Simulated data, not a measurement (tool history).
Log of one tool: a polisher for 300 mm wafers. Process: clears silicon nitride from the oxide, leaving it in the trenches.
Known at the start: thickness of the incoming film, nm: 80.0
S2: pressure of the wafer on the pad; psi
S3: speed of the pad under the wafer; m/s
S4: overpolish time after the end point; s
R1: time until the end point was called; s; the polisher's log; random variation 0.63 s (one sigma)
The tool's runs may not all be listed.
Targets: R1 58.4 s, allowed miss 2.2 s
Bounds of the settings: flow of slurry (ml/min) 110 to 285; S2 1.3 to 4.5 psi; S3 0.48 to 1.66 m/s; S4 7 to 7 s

Run 1, hour 0: flow of slurry (ml/min) 180, S2 2.9 psi, S3 1.06 m/s, S4 7 s. Result: R1 71.261 s.
Run 2, hour 4.5: flow of slurry (ml/min) 180, S2 3.5 psi, S3 1.06 m/s, S4 7 s. Result: R1 62.464 s.
Run 3, hour 12.6: flow of slurry (ml/min) 145, S2 3.5 psi, S3 1.06 m/s, S4 7 s. Result: R1 65.89 s.
Run 4, hour 21.5: flow of slurry (ml/min) 155, S2 3.5 psi, S3 1.06 m/s, S4 7 s. Result: R1 65.44 s.
Run 5, hour 23.1: flow of slurry (ml/min) 165, S2 3.5 psi, S3 1.06 m/s, S4 7 s. Result: R1 63.53 s.
Run 6, hour 30: flow of slurry (ml/min) 165, S2 4.2 psi, S3 1.06 m/s, S4 7 s. Result: R1 54.773 s.
Run 7, hour 32.4: flow of slurry (ml/min) 160, S2 4.2 psi, S3 1.06 m/s, S4 7 s. Result: R1 55.384 s.
At hour 39.6: head pressure recalibrated.
Run 8, hour 39.6: flow of slurry (ml/min) 155, S2 4.2 psi, S3 1.06 m/s, S4 7 s. Result: R1 51.707 s.
Run 9, hour 46.6: flow of slurry (ml/min) 155, S2 4.1 psi, S3 1.06 m/s, S4 7 s. Result: R1 53.326 s.
Run 10, hour 52.7: flow of slurry (ml/min) 155, S2 4 psi, S3 1.06 m/s, S4 7 s. Result: R1 54.214 s.

4 next moves are on the table. One of them brings every result within its allowed miss. Which?
Run A, hour 58.8: flow of slurry (ml/min) 140, S2 3.8 psi, S3 1.22 m/s, S4 7 s. Result: R1 ?.
Run B, hour 58.8: flow of slurry (ml/min) 130, S2 3.8 psi, S3 1.06 m/s, S4 7 s. Result: R1 ?.
Run C, hour 58.8: flow of slurry (ml/min) 135, S2 4 psi, S3 1.2 m/s, S4 7 s. Result: R1 ?.
Run D, hour 58.8: flow of slurry (ml/min) 110, S2 3.9 psi, S3 1.18 m/s, S4 7 s. Result: R1 ?.

move      R1
   A  49.226
   B  57.204
   C  48.226
   D  52.167
A: further off than the last run
B: meets every target
C: further off than the last run
D: further off than the last run
Answer: B

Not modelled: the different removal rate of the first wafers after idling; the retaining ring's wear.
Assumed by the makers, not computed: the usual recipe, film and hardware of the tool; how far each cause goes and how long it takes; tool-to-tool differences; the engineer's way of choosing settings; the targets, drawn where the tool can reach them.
